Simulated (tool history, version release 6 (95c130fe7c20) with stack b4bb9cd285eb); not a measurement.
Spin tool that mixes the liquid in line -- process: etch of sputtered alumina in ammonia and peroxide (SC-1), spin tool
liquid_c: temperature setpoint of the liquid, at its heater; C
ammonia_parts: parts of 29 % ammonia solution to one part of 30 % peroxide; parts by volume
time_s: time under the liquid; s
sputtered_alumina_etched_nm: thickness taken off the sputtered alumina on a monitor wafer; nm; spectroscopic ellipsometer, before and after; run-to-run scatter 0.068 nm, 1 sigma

{"run": 1, "hour": 0.0, "liquid_c": 54.0, "ammonia_parts": 0.4, "time_s": 170, "sputtered_alumina_etched_nm": 8.3866}
{"run": 2, "hour": 5.7, "liquid_c": 48.5, "ammonia_parts": 0.4, "time_s": 170, "sputtered_alumina_etched_nm": 6.1581}
{"run": 3, "hour": 8.0, "liquid_c": 48.5, "ammonia_parts": 0.4, "time_s": 180, "sputtered_alumina_etched_nm": 6.6329}
{"run": 4, "hour": 12.3, "liquid_c": 44.0, "ammonia_parts": 0.4, "time_s": 180, "sputtered_alumina_etched_nm": 5.0441}
{"run": 5, "hour": 15.3, "liquid_c": 44.0, "ammonia_parts": 0.5, "time_s": 180, "sputtered_alumina_etched_nm": 5.2434}
{"run": 6, "hour": 20.1, "liquid_c": 44.0, "ammonia_parts": 0.5, "time_s": 180, "sputtered_alumina_etched_nm": 5.2047}
{"run": 7, "hour": 24.9, "liquid_c": 48.0, "ammonia_parts": 0.5, "time_s": 180, "sputtered_alumina_etched_nm": 6.5346}
{"run": 8, "hour": 30.7, "liquid_c": 50.5, "ammonia_parts": 0.5, "time_s": 180, "sputtered_alumina_etched_nm": 7.5322}
{"run": 9, "hour": 36.3, "liquid_c": 52.5, "ammonia_parts": 0.5, "time_s": 180, "sputtered_alumina_etched_nm": 8.4372}
{"run": 10, "hour": 41.0, "liquid_c": 54.0, "ammonia_parts": 0.5, "time_s": 180, "sputtered_alumina_etched_nm": 9.0827}
{"run": 11, "hour": 41.8, "liquid_c": 54.0, "ammonia_parts": 0.5, "time_s": 180, "sputtered_alumina_etched_nm": 9.1065}

Predict the results of run 12:
{"run": 12, "hour": 50.0, "liquid_c": 55.0, "ammonia_parts": 0.5, "time_s": 180, "sputtered_alumina_etched_nm": "?"}

sputtered_alumina_etched_nm: 9.4237 nm
